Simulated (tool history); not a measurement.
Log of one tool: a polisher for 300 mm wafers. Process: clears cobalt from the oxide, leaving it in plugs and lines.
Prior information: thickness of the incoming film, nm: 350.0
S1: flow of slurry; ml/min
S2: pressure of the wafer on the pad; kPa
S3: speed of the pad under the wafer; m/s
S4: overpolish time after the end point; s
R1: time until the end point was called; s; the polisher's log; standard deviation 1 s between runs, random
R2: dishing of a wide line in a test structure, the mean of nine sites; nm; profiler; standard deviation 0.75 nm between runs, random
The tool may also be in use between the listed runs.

{"run": 1, "hour": 0.0, "S1": 180, "S2": 12.4, "S3": 0.92, "S4": 29, "R1": 81.14, "R2": 54.151}
{"run": 2, "hour": 0.6, "S1": 225, "S2": 12.4, "S3": 0.92, "S4": 29, "R1": 74.654, "R2": 56.671}
{"run": 3, "hour": 1.3, "S1": 225, "S2": 10.3, "S3": 0.92, "S4": 29, "R1": 87.32, "R2": 53.133}
{"run": 4, "hour": 6.7, "S1": 225, "S2": 11, "S3": 0.92, "S4": 29, "R1": 84.403, "R2": 55.003}
{"run": 5, "hour": 9.0, "S1": 225, "S2": 11.7, "S3": 0.92, "S4": 29, "R1": 75.778, "R2": 54.863}
{"run": 6, "hour": 14.4, "S1": 230, "S2": 11.7, "S3": 0.92, "S4": 30, "R1": 77.811, "R2": 55.768}

Forecast run 7:
{"run": 7, "hour": 16.5, "S1": 230, "S2": 12.4, "S3": 0.92, "S4": 30, "R1": "?", "R2": "?"}

Run 7 gave R1 76.06 s, R2 56.965 nm.

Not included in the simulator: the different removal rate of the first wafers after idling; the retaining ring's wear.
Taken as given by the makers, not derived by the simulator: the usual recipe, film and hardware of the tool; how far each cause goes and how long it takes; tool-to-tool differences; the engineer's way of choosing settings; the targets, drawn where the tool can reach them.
